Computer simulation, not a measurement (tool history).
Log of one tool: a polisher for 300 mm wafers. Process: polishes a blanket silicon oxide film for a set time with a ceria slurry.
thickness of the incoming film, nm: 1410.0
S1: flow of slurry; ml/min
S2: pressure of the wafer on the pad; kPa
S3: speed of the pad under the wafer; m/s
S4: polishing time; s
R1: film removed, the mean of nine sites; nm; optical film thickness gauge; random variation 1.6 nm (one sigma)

Run 1, hour 0.0: S1 240 ml/min, S2 26.2 kPa, S3 1.14 m/s, S4 73 s. Result: R1 357.53 nm.
Run 2, hour 8.6: S1 240 ml/min, S2 26.2 kPa, S3 1.32 m/s, S4 73 s. Result: R1 416.59 nm.
Run 3, hour 15.3: S1 235 ml/min, S2 21.4 kPa, S3 1.32 m/s, S4 73 s. Result: R1 337.81 nm.
Run 4, hour 23.6: S1 190 ml/min, S2 21.4 kPa, S3 1.32 m/s, S4 73 s. Result: R1 329.59 nm.
Run 5, hour 27.9: S1 190 ml/min, S2 21.4 kPa, S3 1.46 m/s, S4 73 s. Result: R1 367.41 nm.
Run 6, hour 30.8: S1 190 ml/min, S2 21.4 kPa, S3 1.46 m/s, S4 77 s. Result: R1 381.32 nm.
Run 7, hour 36.2: S1 180 ml/min, S2 17.9 kPa, S3 1.44 m/s, S4 77 s. Result: R1 318.81 nm.
Run 8, hour 43.4: S1 175 ml/min, S2 15.9 kPa, S3 1.44 m/s, S4 77 s. Result: R1 281.18 nm.

Run 9 comes next. What will it give?
Run 9, hour 49.8: S1 155 ml/min, S2 12.4 kPa, S3 1.44 m/s, S4 77 s. Result: R1 ?.

{"run 9": {"R1": 217.75}}

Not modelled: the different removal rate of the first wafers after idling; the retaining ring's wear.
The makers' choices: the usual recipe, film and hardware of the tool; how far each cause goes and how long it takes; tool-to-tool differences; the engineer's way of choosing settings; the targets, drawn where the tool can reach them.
